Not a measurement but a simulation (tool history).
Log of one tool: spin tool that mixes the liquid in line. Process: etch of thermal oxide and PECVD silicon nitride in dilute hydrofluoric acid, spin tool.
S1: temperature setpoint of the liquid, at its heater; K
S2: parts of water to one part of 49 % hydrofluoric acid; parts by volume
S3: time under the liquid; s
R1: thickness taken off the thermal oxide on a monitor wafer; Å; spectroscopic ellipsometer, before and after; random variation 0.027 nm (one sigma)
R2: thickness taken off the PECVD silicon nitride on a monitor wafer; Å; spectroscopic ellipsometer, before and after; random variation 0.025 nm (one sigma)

run,hour,S1,S2,S3,R1,R2
1,0,295.15,55,180,173.53,168.91
2,8.3,295.15,55,235,227.89,219.62
3,15.7,294.65,60,225,194.19,186.14
4,16.6,294.65,45,225,265.47,248.72
5,17.9,296.15,45,225,282.52,274.66
6,19.2,296.15,55,225,228.95,227.92
7,21.3,295.65,60,215,195.12,193.44
8,24.3,295.15,65,205,166.69,164.43
9,31.7,294.65,70,195,143.53,140.28
10,35.1,294.15,75,185,123.5,120.03

The next listed run, before its measurement:
# hour 38.7: hydrofluoric acid flow meter replaced
11,38.7,293.65,80,175,?,?

R1: 95.815 Å
R2: 92.342 Å
